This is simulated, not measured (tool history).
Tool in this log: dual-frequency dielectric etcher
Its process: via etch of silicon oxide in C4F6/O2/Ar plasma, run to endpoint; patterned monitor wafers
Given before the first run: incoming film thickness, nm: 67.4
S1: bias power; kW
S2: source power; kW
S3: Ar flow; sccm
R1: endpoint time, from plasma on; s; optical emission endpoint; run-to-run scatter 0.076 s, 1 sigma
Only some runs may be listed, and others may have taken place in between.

run	hour	S1	S2	S3	R1
1	0.0	0.512	0.400	316	13.369
2	2.7	0.527	0.400	315	13.089
3	4.3	0.538	0.400	315	13.016
4	10.2	0.548	0.400	315	12.846
5	12.9	0.556	0.400	315	12.887
6	21.4	0.566	0.400	315	12.725

Estimate the outcome of run 7 from the log above:
7	22.1	0.573	0.400	315	?

R1: 12.664 s

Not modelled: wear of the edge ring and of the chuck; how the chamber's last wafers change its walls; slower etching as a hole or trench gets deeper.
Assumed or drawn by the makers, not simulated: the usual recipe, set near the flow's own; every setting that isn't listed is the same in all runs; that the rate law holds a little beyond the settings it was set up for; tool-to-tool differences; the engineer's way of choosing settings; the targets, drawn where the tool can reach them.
